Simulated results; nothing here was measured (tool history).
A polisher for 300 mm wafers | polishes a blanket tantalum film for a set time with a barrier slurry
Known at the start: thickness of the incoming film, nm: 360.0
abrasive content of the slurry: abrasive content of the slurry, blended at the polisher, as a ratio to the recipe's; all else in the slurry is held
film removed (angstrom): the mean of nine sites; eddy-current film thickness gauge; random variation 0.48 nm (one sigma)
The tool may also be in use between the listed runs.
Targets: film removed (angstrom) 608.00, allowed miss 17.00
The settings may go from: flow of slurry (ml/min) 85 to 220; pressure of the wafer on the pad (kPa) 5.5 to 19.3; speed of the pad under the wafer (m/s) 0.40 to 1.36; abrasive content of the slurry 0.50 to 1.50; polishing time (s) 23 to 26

run  hour  flow of slurry (ml/min)  pressure of the wafer on the pad (kPa)  speed of the pad under the wafer (m/s)  abrasive content of the slurry  polishing time (s)  film removed (angstrom)
  1   0.0                      140                                    12.4                                    0.88                            1.00                  26                   401.74
  2   1.8                      150                                    13.8                                    0.88                            1.00                  26                   450.66
  3   6.3                      155                                    14.5                                    0.88                            1.00                  26                   477.88
  4  15.3                      155                                    14.5                                    0.88                            1.10                  26                   490.90
  5  18.3                      155                                    14.5                                    1.02                            1.10                  26                   574.04
  6  20.2                      160                                    14.5                                    1.02                            1.10                  26                   574.36
  7  24.1                      165                                    14.5                                    1.02                            1.10                  26                   571.81
  8  32.0                      165                                    14.5                                    1.02                            1.10                  26                   570.01

Which of these 4 next moves meets every target?
  A  39.9                      195                                    13.1                                    1.04                            1.15                  24                        ?
  B  39.9                      150                                    14.5                                    1.00                            1.10                  25                        ?
  C  39.9                      200                                    14.5                                    1.12                            1.05                  25                        ?
  D  39.9                      160                                    14.5                                    1.02                            1.25                  23                        ?

move  film removed (angstrom)
   A                   500.92
   B                   527.15
   C                   604.82
   D                   516.31
A: further off than the last run
B: further off than the last run
C: meets every target
D: further off than the last run
Answer: C

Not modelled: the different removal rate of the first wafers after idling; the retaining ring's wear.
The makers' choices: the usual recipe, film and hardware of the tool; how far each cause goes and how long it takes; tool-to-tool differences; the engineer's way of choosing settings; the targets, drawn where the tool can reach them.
